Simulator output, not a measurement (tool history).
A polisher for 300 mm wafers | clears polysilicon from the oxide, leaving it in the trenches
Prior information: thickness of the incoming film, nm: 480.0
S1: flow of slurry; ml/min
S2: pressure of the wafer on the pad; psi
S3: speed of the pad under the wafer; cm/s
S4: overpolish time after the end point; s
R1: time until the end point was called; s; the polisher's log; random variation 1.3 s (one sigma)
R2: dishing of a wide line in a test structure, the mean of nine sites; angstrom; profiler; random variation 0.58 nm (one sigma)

| run | hour | S1 | S2 | S3 | S4 | R1 | R2 |
|---|---|---|---|---|---|---|---|
| 1 | 0.0 | 150 | 2.7 | 90 | 26 | 43.855 | 399.99 |
| 2 | 3.1 | 115 | 2.7 | 90 | 26 | 47.880 | 400.87 |
| 3 | 7.8 | 115 | 3.2 | 90 | 26 | 40.966 | 404.13 |
| 4 | 14.2 | 115 | 2.8 | 86 | 24 | 47.603 | 390.98 |
| 5 | 20.2 | 110 | 2.5 | 82 | 25 | 56.121 | 383.89 |
| 6 | 26.4 | 110 | 2.5 | 82 | 33 | 57.169 | 397.20 |
| 7 | 33.4 | 110 | 2.2 | 80 | 32 | 63.891 | 403.11 |
| 8 | 41.8 | 110 | 2.0 | 78 | 28 | 71.637 | 397.64 |
| 9 | 46.8 | 105 | 2.0 | 76 | 24 | 74.115 | 400.89 |
| 10 | 50.8 | 100 | 2.1 | 72 | 21 | 78.391 | 397.36 |
| 11 | 56.0 | 100 | 2.1 | 70 | 18 | 76.630 | 381.41 |
| 12 | 61.8 | 100 | 1.6 | 68 | 13 | 101.830 | 316.21 |
| 13 | 62.6 | 100 | 1.7 | 68 | 14 | 96.465 | 343.30 |

Run 14 has not been measured yet. What should we expect?
| 14 | 67.7 | 100 | 1.8 | 68 | 15 | ? | ? |

{"run 14": {"R1": 92.233, "R2": 347.77}}
